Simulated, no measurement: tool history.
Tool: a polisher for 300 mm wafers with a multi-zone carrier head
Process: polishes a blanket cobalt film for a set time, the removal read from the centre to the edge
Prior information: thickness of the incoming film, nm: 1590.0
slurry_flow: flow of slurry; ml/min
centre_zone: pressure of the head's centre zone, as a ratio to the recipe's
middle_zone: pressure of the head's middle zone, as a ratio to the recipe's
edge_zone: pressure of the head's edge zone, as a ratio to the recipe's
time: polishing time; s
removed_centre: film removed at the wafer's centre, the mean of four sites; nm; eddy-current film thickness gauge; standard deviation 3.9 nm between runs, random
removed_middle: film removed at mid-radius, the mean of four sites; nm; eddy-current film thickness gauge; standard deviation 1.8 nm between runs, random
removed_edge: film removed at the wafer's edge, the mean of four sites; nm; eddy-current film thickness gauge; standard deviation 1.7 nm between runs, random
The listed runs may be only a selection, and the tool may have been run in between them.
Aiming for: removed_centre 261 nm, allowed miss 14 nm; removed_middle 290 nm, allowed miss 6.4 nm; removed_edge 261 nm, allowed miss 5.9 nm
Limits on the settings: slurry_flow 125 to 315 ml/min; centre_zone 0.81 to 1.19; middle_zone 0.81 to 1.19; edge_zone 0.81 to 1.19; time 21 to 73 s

{"run": 1, "hour": 0.0, "slurry_flow": 205, "centre_zone": 1, "middle_zone": 1, "edge_zone": 1, "time": 47, "removed_centre": 211.18, "removed_middle": 222.48, "removed_edge": 218.23}
{"run": 2, "hour": 1.0, "slurry_flow": 220, "centre_zone": 1.02, "middle_zone": 1.04, "edge_zone": 1.03, "time": 48, "removed_centre": 215.64, "removed_middle": 234.42, "removed_edge": 224.15}
{"run": 3, "hour": 5.0, "slurry_flow": 225, "centre_zone": 1.04, "middle_zone": 1.06, "edge_zone": 1.05, "time": 49, "removed_centre": 237.85, "removed_middle": 241.61, "removed_edge": 233.74}
{"run": 4, "hour": 7.8, "slurry_flow": 225, "centre_zone": 0.99, "middle_zone": 1.06, "edge_zone": 1.05, "time": 49, "removed_centre": 223.16, "removed_middle": 245.02, "removed_edge": 232.37}
{"run": 5, "hour": 16.7, "slurry_flow": 200, "centre_zone": 0.99, "middle_zone": 1.06, "edge_zone": 1.05, "time": 49, "removed_centre": 219.39, "removed_middle": 240.29, "removed_edge": 233.79}
{"run": 6, "hour": 19.7, "slurry_flow": 210, "centre_zone": 1, "middle_zone": 1.09, "edge_zone": 1.07, "time": 50, "removed_centre": 219.49, "removed_middle": 252.92, "removed_edge": 241.53}
{"run": 7, "hour": 20.7, "slurry_flow": 225, "centre_zone": 1.02, "middle_zone": 1.11, "edge_zone": 1.08, "time": 50, "removed_centre": 233.63, "removed_middle": 258.17, "removed_edge": 243.97}
{"run": 8, "hour": 26.6, "slurry_flow": 235, "centre_zone": 1.03, "middle_zone": 1.13, "edge_zone": 1.09, "time": 50, "removed_centre": 237.62, "removed_middle": 261.96, "removed_edge": 241.97}
{"run": 9, "hour": 32.4, "slurry_flow": 240, "centre_zone": 1.03, "middle_zone": 1.14, "edge_zone": 1.1, "time": 50, "removed_centre": 240.53, "removed_middle": 266.2, "removed_edge": 244.77}
{"run": 10, "hour": 38.4, "slurry_flow": 295, "centre_zone": 1.06, "middle_zone": 1.19, "edge_zone": 1.16, "time": 50, "removed_centre": 250.47, "removed_middle": 280.43, "removed_edge": 254.71}

Which one of the following 5 next-run settings gets every result inside its allowed miss? There is exactly one.
{"run": "A", "hour": 44.4, "slurry_flow": 270, "centre_zone": 1.04, "middle_zone": 1.15, "edge_zone": 1.18, "time": 54, "removed_centre": "?", "removed_middle": "?", "removed_edge": "?"}
{"run": "B", "hour": 44.4, "slurry_flow": 315, "centre_zone": 1.04, "middle_zone": 1.16, "edge_zone": 1.09, "time": 53, "removed_centre": "?", "removed_middle": "?", "removed_edge": "?"}
{"run": "C", "hour": 44.4, "slurry_flow": 285, "centre_zone": 1.1, "middle_zone": 1.16, "edge_zone": 1.07, "time": 50, "removed_centre": "?", "removed_middle": "?", "removed_edge": "?"}
{"run": "D", "hour": 44.4, "slurry_flow": 285, "centre_zone": 0.97, "middle_zone": 1.16, "edge_zone": 1.19, "time": 50, "removed_centre": "?", "removed_middle": "?", "removed_edge": "?"}
{"run": "E", "hour": 44.4, "slurry_flow": 290, "centre_zone": 0.98, "middle_zone": 1.18, "edge_zone": 1.19, "time": 50, "removed_centre": "?", "removed_middle": "?", "removed_edge": "?"}

move=A removed_centre=259.26 removed_middle=291.61 removed_edge=272.49
move=B removed_centre=258.01 removed_middle=292.02 removed_edge=259.31
move=C removed_centre=255.29 removed_middle=273.21 removed_edge=240.94
move=D removed_centre=224.91 removed_middle=273.35 removed_edge=254.24
move=E removed_centre=227.63 removed_middle=277.8 removed_edge=254.44
A: the furthest-off result lands on target, but another misses its tolerance
B: every result within its allowed miss
C: further off than the last run
D: further off than the last run
E: further off than the last run
Move B is the one to make.
